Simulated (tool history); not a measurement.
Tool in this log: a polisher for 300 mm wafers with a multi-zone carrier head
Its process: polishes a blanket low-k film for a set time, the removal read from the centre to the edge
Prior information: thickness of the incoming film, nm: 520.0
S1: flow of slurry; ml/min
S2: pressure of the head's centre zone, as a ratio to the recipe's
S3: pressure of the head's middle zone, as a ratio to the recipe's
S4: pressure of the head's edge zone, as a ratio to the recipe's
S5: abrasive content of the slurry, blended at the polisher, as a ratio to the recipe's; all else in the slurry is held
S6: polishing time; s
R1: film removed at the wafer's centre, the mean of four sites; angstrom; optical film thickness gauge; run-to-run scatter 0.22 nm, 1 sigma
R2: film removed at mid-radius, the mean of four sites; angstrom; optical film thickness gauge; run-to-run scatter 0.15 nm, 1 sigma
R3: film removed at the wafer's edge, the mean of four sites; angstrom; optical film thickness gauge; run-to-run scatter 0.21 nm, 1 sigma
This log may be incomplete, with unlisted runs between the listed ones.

run	hour	S1	S2	S3	S4	S5	S6	R1	R2	R3
1	0.0	220	1.00	1.00	1.00	1.00	32	174.95	177.04	176.06
2	2.7	220	1.00	1.00	1.00	0.85	32	159.05	158.45	156.72
3	6.4	220	1.00	0.93	1.00	0.85	32	157.90	148.99	158.07
4	9.8	220	1.00	0.93	1.00	0.85	25	122.19	115.90	124.06
5	16.0	220	1.00	0.93	1.00	0.75	25	113.03	105.67	107.27
6	21.0	220	1.00	0.93	0.92	0.75	25	107.87	103.75	106.59
7	28.9	220	1.00	0.93	0.92	0.75	25	111.48	101.57	104.90

The next listed run, before its measurement:
8	35.9	210	0.97	0.88	1.02	1.00	27	?	?	?

R1: 143.53 angstrom
R2: 130.35 angstrom
R3: 150.02 angstrom
